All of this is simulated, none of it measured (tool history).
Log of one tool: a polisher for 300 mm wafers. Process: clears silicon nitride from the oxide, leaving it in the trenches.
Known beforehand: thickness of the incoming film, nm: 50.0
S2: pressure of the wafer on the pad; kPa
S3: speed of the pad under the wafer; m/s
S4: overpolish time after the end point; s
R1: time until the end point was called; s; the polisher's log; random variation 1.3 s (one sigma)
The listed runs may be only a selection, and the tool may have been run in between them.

{"run": 1, "day": 0.0, "flow of slurry (ml/min)": 195, "S2": 13.8, "S3": 1, "S4": 37, "R1": 93.345}
{"run": 2, "day": 0.333, "flow of slurry (ml/min)": 195, "S2": 16.5, "S3": 1, "S4": 37, "R1": 79.171}
{"run": 3, "day": 0.442, "flow of slurry (ml/min)": 195, "S2": 16.5, "S3": 1.14, "S4": 37, "R1": 70.226}
{"run": 4, "day": 0.471, "flow of slurry (ml/min)": 190, "S2": 13.8, "S3": 1.12, "S4": 37, "R1": 84.296}
{"run": 5, "day": 0.821, "flow of slurry (ml/min)": 190, "S2": 13.8, "S3": 1.12, "S4": 37, "R1": 84.388}
{"run": 6, "day": 1.154, "flow of slurry (ml/min)": 190, "S2": 13.8, "S3": 0.94, "S4": 37, "R1": 100.09}
{"run": 7, "day": 1.479, "flow of slurry (ml/min)": 185, "S2": 12.4, "S3": 0.94, "S4": 37, "R1": 109.61}
{"run": 8, "day": 1.688, "flow of slurry (ml/min)": 180, "S2": 11, "S3": 0.94, "S4": 37, "R1": 123.68}
{"run": 9, "day": 1.938, "flow of slurry (ml/min)": 170, "S2": 10.3, "S3": 0.94, "S4": 37, "R1": 130.39}

For run 10, what comes out?
{"run": 10, "day": 2.188, "flow of slurry (ml/min)": 160, "S2": 10.3, "S3": 0.94, "S4": 37, "R1": "?"}

R1: 131.83 s
